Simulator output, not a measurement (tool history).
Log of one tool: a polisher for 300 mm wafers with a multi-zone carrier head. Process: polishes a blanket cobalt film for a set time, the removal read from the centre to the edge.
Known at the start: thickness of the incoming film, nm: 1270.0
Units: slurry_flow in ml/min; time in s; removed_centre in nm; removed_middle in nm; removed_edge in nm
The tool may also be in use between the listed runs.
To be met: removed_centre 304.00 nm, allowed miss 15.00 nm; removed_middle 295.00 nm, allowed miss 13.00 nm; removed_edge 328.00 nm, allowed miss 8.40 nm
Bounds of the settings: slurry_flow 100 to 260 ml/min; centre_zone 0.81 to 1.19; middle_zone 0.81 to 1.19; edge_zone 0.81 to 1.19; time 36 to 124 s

{"run": 1, "day": 0.0, "slurry_flow": 165, "centre_zone": 1.0, "middle_zone": 1.0, "edge_zone": 1.0, "time": 79, "removed_centre": 368.07, "removed_middle": 363.92, "removed_edge": 384.16}
{"run": 2, "day": 0.304, "slurry_flow": 155, "centre_zone": 0.98, "middle_zone": 0.97, "edge_zone": 0.97, "time": 78, "removed_centre": 352.66, "removed_middle": 345.53, "removed_edge": 368.67}
{"run": 3, "day": 0.404, "slurry_flow": 155, "centre_zone": 0.98, "middle_zone": 0.89, "edge_zone": 0.97, "time": 78, "removed_centre": 347.76, "removed_middle": 340.37, "removed_edge": 368.34}
{"run": 4, "day": 0.783, "slurry_flow": 155, "centre_zone": 0.98, "middle_zone": 0.89, "edge_zone": 0.97, "time": 67, "removed_centre": 303.72, "removed_middle": 286.84, "removed_edge": 317.23}
{"run": 5, "day": 0.925, "slurry_flow": 155, "centre_zone": 1.03, "middle_zone": 0.89, "edge_zone": 0.97, "time": 67, "removed_centre": 319.87, "removed_middle": 285.16, "removed_edge": 316.7}
{"run": 6, "day": 1.058, "slurry_flow": 155, "centre_zone": 1.03, "middle_zone": 0.89, "edge_zone": 0.97, "time": 75, "removed_centre": 351.91, "removed_middle": 319.98, "removed_edge": 347.67}
{"run": 7, "day": 1.1, "slurry_flow": 145, "centre_zone": 1.01, "middle_zone": 0.88, "edge_zone": 0.96, "time": 74, "removed_centre": 343.07, "removed_middle": 309.0, "removed_edge": 343.73}
{"run": 8, "day": 1.242, "slurry_flow": 130, "centre_zone": 0.91, "middle_zone": 0.9, "edge_zone": 0.93, "time": 70, "removed_centre": 277.53, "removed_middle": 282.98, "removed_edge": 311.39}
{"run": 9, "day": 1.492, "slurry_flow": 135, "centre_zone": 0.92, "middle_zone": 0.89, "edge_zone": 0.94, "time": 70, "removed_centre": 284.36, "removed_middle": 288.35, "removed_edge": 320.92}

Which of these 4 next moves meets every target?
{"run": "A", "day": 1.742, "slurry_flow": 115, "centre_zone": 0.91, "middle_zone": 0.96, "edge_zone": 1.02, "time": 73, "removed_centre": "?", "removed_middle": "?", "removed_edge": "?"}
{"run": "B", "day": 1.742, "slurry_flow": 145, "centre_zone": 0.88, "middle_zone": 0.84, "edge_zone": 1.1, "time": 66, "removed_centre": "?", "removed_middle": "?", "removed_edge": "?"}
{"run": "C", "day": 1.742, "slurry_flow": 180, "centre_zone": 0.9, "middle_zone": 0.82, "edge_zone": 0.91, "time": 69, "removed_centre": "?", "removed_middle": "?", "removed_edge": "?"}
{"run": "D", "day": 1.742, "slurry_flow": 160, "centre_zone": 0.98, "middle_zone": 0.81, "edge_zone": 1.06, "time": 67, "removed_centre": "?", "removed_middle": "?", "removed_edge": "?"}

move=A removed_centre=278.88 removed_middle=298.28 removed_edge=334.55
move=B removed_centre=266.62 removed_middle=269.83 removed_edge=329.66
move=C removed_centre=303.89 removed_middle=294.38 removed_edge=330.82
move=D removed_centre=311.18 removed_middle=275.68 removed_edge=335.58
A: further off than the last run
B: further off than the last run
C: meets every target
D: brings the result that was furthest off to its target, and leaves another outside
The right move is C.
